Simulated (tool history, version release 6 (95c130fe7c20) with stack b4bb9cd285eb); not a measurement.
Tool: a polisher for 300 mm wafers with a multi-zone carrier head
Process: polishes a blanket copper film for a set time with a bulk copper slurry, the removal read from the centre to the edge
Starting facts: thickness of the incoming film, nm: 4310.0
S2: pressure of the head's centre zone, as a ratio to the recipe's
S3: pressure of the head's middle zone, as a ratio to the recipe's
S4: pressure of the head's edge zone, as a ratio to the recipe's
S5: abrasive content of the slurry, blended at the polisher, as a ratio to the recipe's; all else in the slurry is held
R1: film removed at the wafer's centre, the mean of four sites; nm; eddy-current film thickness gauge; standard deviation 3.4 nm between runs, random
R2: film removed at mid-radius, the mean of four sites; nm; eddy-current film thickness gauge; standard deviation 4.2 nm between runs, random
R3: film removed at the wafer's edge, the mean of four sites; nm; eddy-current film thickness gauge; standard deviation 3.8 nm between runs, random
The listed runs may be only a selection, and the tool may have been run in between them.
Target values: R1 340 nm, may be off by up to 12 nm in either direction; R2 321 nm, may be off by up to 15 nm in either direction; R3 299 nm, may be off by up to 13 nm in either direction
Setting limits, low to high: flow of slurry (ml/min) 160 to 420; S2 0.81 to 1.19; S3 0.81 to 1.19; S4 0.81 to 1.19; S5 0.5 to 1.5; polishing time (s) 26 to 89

run 1 hour=0 | flow_of_slurry_(ml/min)=270 S2=1 S3=1 S4=1 S5=1 polishing_time_(s)=57 | R1=524.7 R2=500.04 R3=514.32
run 2 hour=8.3 | flow_of_slurry_(ml/min)=330 S2=1 S3=1 S4=1 S5=1 polishing_time_(s)=57 | R1=540.31 R2=516.58 R3=514.34
run 3 hour=13.7 | flow_of_slurry_(ml/min)=330 S2=1 S3=1 S4=1 S5=0.85 polishing_time_(s)=57 | R1=517.66 R2=505.98 R3=509.01
run 4 hour=18.4 | flow_of_slurry_(ml/min)=340 S2=1.01 S3=1 S4=0.98 S5=0.8 polishing_time_(s)=53 | R1=483.88 R2=462.68 R3=458.46
run 5 hour=27 | flow_of_slurry_(ml/min)=340 S2=1.08 S3=1 S4=0.98 S5=0.8 polishing_time_(s)=53 | R1=513.44 R2=450.43 R3=466
-- hour=35 worn pad replaced by a new one
run 6 hour=35 | flow_of_slurry_(ml/min)=345 S2=1.07 S3=1 S4=0.96 S5=0.75 polishing_time_(s)=50 | R1=522.52 R2=465.01 R3=465.56
run 7 hour=39.1 | flow_of_slurry_(ml/min)=355 S2=1.08 S3=1.02 S4=0.99 S5=0.7 polishing_time_(s)=46 | R1=476.97 R2=424.51 R3=412.81
run 8 hour=40.8 | flow_of_slurry_(ml/min)=355 S2=1.08 S3=1.02 S4=0.99 S5=0.7 polishing_time_(s)=46 | R1=474.35 R2=425.3 R3=415.12
run 9 hour=42.2 | flow_of_slurry_(ml/min)=350 S2=1.08 S3=1.02 S4=1 S5=0.65 polishing_time_(s)=43 | R1=438 R2=387.52 R3=389.04
run 10 hour=46.7 | flow_of_slurry_(ml/min)=355 S2=1.08 S3=1.04 S4=1.01 S5=0.65 polishing_time_(s)=41 | R1=423.33 R2=384.35 R3=362.4
run 11 hour=50.5 | flow_of_slurry_(ml/min)=350 S2=1.08 S3=1.05 S4=1.03 S5=0.65 polishing_time_(s)=40 | R1=416.92 R2=369.55 R3=367.51
run 12 hour=51.3 | flow_of_slurry_(ml/min)=350 S2=1.07 S3=1.06 S4=1.03 S5=0.65 polishing_time_(s)=38 | R1=386.19 R2=351.45 R3=356.07
run 13 hour=52.2 | flow_of_slurry_(ml/min)=350 S2=1.07 S3=1.06 S4=1.03 S5=0.65 polishing_time_(s)=38 | R1=380.59 R2=341.92 R3=337.72

Next run, 5 choices. One meets every target within its allowed miss, the rest don't. Which?
run A hour=53.1 | flow_of_slurry_(ml/min)=370 S2=1.03 S3=1.06 S4=1.14 S5=0.8 polishing_time_(s)=33 | R1=? R2=? R3=?
run B hour=53.1 | flow_of_slurry_(ml/min)=160 S2=0.94 S3=0.88 S4=1.19 S5=0.6 polishing_time_(s)=41 | R1=? R2=? R3=?
run C hour=53.1 | flow_of_slurry_(ml/min)=210 S2=1.12 S3=1.19 S4=1.05 S5=0.6 polishing_time_(s)=34 | R1=? R2=? R3=?
run D hour=53.1 | flow_of_slurry_(ml/min)=380 S2=1.01 S3=1.12 S4=1.01 S5=0.7 polishing_time_(s)=37 | R1=? R2=? R3=?
run E hour=53.1 | flow_of_slurry_(ml/min)=265 S2=1.14 S3=0.81 S4=1.18 S5=0.75 polishing_time_(s)=40 | R1=? R2=? R3=?

move=A R1=334.82 R2=318.83 R3=328.24
move=B R1=325.9 R2=310.1 R3=368.94
move=C R1=334.94 R2=315.3 R3=296.08
move=D R1=359.2 R2=360.21 R3=340.69
move=E R1=429.67 R2=320.14 R3=391.16
A: gets the furthest-off result to its target, but another result is out of tolerance
B: the result that was furthest off in the last run now lies on the other side of its target
C: every result lands within tolerance
D: closer than the last run, but not yet in spec
E: further off than the last run
Go with C: it meets all targets.

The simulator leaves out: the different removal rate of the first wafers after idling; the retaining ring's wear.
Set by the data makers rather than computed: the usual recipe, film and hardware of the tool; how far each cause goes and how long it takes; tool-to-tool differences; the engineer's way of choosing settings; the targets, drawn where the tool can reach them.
